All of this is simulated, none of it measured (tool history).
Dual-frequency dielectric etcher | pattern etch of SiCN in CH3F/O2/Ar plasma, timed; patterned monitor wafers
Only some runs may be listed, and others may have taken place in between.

run    day  source power (W)  bias power (W)  etch time (s)  mean etch depth across the wafer (angstrom)
  1  0.000               310              64           46.0                                       160.07
  2  0.271               350              68           46.0                                       170.77
  3  0.458               380              72           46.0                                       179.13
  4  0.812               380              72           46.0                                       178.70
  5  1.154               380              72           41.5                                       162.55
  6  1.304               380              68           41.5                                       157.86

The next listed run, before its measurement:
  7  1.517               390              75           42.0                                            ?

mean etch depth across the wafer (angstrom): 168.68
